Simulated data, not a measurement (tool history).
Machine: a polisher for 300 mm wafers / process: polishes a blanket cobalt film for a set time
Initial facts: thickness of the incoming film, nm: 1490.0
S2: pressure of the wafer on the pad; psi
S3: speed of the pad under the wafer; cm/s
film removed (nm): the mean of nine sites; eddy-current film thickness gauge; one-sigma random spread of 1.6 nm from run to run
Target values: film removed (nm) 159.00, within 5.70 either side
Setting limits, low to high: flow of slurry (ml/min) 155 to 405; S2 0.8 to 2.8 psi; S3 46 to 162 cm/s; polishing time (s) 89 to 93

{"run": 1, "hour": 0.0, "flow of slurry (ml/min)": 260, "S2": 1.8, "S3": 104, "polishing time (s)": 89, "film removed (nm)": 372.64}
{"run": 2, "hour": 7.0, "flow of slurry (ml/min)": 260, "S2": 1.4, "S3": 104, "polishing time (s)": 89, "film removed (nm)": 296.13}
{"run": 3, "hour": 13.1, "flow of slurry (ml/min)": 260, "S2": 1.4, "S3": 124, "polishing time (s)": 89, "film removed (nm)": 351.04}
{"run": 4, "hour": 21.2, "flow of slurry (ml/min)": 260, "S2": 1.1, "S3": 124, "polishing time (s)": 89, "film removed (nm)": 282.62}
{"run": 5, "hour": 24.3, "flow of slurry (ml/min)": 255, "S2": 1.0, "S3": 112, "polishing time (s)": 89, "film removed (nm)": 233.19}
{"run": 6, "hour": 27.1, "flow of slurry (ml/min)": 255, "S2": 1.4, "S3": 112, "polishing time (s)": 89, "film removed (nm)": 318.42}
{"run": 7, "hour": 28.4, "flow of slurry (ml/min)": 255, "S2": 1.2, "S3": 104, "polishing time (s)": 89, "film removed (nm)": 256.09}
{"run": 8, "hour": 32.9, "flow of slurry (ml/min)": 255, "S2": 1.1, "S3": 98, "polishing time (s)": 89, "film removed (nm)": 219.07}
{"run": 9, "hour": 38.7, "flow of slurry (ml/min)": 255, "S2": 1.0, "S3": 96, "polishing time (s)": 89, "film removed (nm)": 200.87}
{"run": 10, "hour": 46.0, "flow of slurry (ml/min)": 255, "S2": 0.9, "S3": 94, "polishing time (s)": 89, "film removed (nm)": 179.79}
{"run": 11, "hour": 47.9, "flow of slurry (ml/min)": 250, "S2": 0.8, "S3": 88, "polishing time (s)": 89, "film removed (nm)": 152.78}
{"run": 12, "hour": 52.5, "flow of slurry (ml/min)": 255, "S2": 0.8, "S3": 88, "polishing time (s)": 89, "film removed (nm)": 153.49}

Next run, 5 choices. One meets every target within its allowed miss, the rest don't. Which?
{"run": "A", "hour": 57.1, "flow of slurry (ml/min)": 290, "S2": 0.8, "S3": 82, "polishing time (s)": 89, "film removed (nm)": "?"}
{"run": "B", "hour": 57.1, "flow of slurry (ml/min)": 270, "S2": 0.8, "S3": 86, "polishing time (s)": 89, "film removed (nm)": "?"}
{"run": "C", "hour": 57.1, "flow of slurry (ml/min)": 175, "S2": 0.8, "S3": 86, "polishing time (s)": 90, "film removed (nm)": "?"}
{"run": "D", "hour": 57.1, "flow of slurry (ml/min)": 205, "S2": 1.3, "S3": 58, "polishing time (s)": 92, "film removed (nm)": "?"}
{"run": "E", "hour": 57.1, "flow of slurry (ml/min)": 300, "S2": 1.0, "S3": 68, "polishing time (s)": 89, "film removed (nm)": "?"}

move=A film_removed_(nm)=145.99
move=B film_removed_(nm)=151.57
move=C film_removed_(nm)=144.15
move=D film_removed_(nm)=160.77
move=E film_removed_(nm)=149.23
A: its largest miss is bigger than the last run's
B: its largest miss is bigger than the last run's
C: its largest miss is bigger than the last run's
D: hits every target within its allowed miss
E: its largest miss is bigger than the last run's
D meets every target.
